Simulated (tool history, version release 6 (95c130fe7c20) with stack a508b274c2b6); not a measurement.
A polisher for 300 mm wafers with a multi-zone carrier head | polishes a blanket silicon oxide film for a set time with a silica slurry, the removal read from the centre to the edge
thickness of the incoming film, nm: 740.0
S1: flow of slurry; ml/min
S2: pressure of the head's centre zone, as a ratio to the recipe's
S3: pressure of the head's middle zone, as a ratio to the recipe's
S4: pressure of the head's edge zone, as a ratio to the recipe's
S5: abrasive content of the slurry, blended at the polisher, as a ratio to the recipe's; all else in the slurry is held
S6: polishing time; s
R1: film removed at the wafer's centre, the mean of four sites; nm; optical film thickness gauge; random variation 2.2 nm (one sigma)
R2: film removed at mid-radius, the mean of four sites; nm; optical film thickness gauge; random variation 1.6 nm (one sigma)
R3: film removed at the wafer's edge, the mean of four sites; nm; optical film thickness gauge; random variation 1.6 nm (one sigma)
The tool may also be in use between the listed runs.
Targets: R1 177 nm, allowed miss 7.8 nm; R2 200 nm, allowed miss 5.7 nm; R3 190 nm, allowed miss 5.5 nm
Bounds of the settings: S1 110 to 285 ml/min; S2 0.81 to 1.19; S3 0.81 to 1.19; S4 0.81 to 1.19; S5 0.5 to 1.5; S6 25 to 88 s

{"run": 1, "hour": 0.0, "S1": 180, "S2": 1, "S3": 1, "S4": 1, "S5": 1, "S6": 56, "R1": 162.06, "R2": 154.12, "R3": 165.12}
{"run": 2, "hour": 0.7, "S1": 180, "S2": 1, "S3": 1.06, "S4": 1, "S5": 1, "S6": 56, "R1": 155.09, "R2": 159.3, "R3": 165.32}
{"run": 3, "hour": 1.2, "S1": 205, "S2": 1.02, "S3": 1.1, "S4": 1, "S5": 1.05, "S6": 56, "R1": 166.34, "R2": 171.87, "R3": 173.01}
{"run": 4, "hour": 2.1, "S1": 205, "S2": 1.02, "S3": 1.1, "S4": 1, "S5": 1.05, "S6": 44, "R1": 133.87, "R2": 134.86, "R3": 133.1}
{"run": 5, "hour": 7.2, "S1": 205, "S2": 1.09, "S3": 1.1, "S4": 1, "S5": 1.05, "S6": 44, "R1": 140.94, "R2": 133.35, "R3": 133.74}
{"run": 6, "hour": 12.9, "S1": 245, "S2": 1.09, "S3": 1.1, "S4": 1, "S5": 1.05, "S6": 44, "R1": 144.43, "R2": 138.81, "R3": 135.79}
{"run": 7, "hour": 17.9, "S1": 250, "S2": 1.06, "S3": 1.13, "S4": 1.03, "S5": 1.2, "S6": 45, "R1": 150.85, "R2": 151.81, "R3": 146.2}
{"run": 8, "hour": 22.6, "S1": 250, "S2": 1.03, "S3": 1.15, "S4": 1.06, "S5": 1.3, "S6": 47, "R1": 158.08, "R2": 166.14, "R3": 159.7}
{"run": 9, "hour": 24.0, "S1": 250, "S2": 1.02, "S3": 1.16, "S4": 1.08, "S5": 1.35, "S6": 49, "R1": 163.58, "R2": 177, "R3": 169.86}
{"run": 10, "hour": 27.2, "S1": 250, "S2": 1.01, "S3": 1.17, "S4": 1.09, "S5": 1.4, "S6": 50, "R1": 168.33, "R2": 183.82, "R3": 176.25}

4 next moves are on the table. One of them brings every result within its allowed miss. Which?
{"run": "A", "hour": 30.4, "S1": 285, "S2": 1.14, "S3": 1.13, "S4": 1.02, "S5": 1.3, "S6": 47, "R1": "?", "R2": "?", "R3": "?"}
{"run": "B", "hour": 30.4, "S1": 210, "S2": 0.98, "S3": 0.94, "S4": 1.15, "S5": 1.2, "S6": 57, "R1": "?", "R2": "?", "R3": "?"}
{"run": "C", "hour": 30.4, "S1": 265, "S2": 1.11, "S3": 1.09, "S4": 1.12, "S5": 1.45, "S6": 51, "R1": "?", "R2": "?", "R3": "?"}
{"run": "D", "hour": 30.4, "S1": 245, "S2": 0.98, "S3": 1.19, "S4": 1.09, "S5": 1.5, "S6": 53, "R1": "?", "R2": "?", "R3": "?"}

move=A R1=175.4 R2=164.46 R3=161.34
move=B R1=170.44 R2=160.22 R3=195.13
move=C R1=189.96 R2=177.61 R3=187.09
move=D R1=174.25 R2=199.41 R3=192.64
A: further off than the last run
B: further off than the last run
C: further off than the last run
D: meets every target
Move D is the one to make.

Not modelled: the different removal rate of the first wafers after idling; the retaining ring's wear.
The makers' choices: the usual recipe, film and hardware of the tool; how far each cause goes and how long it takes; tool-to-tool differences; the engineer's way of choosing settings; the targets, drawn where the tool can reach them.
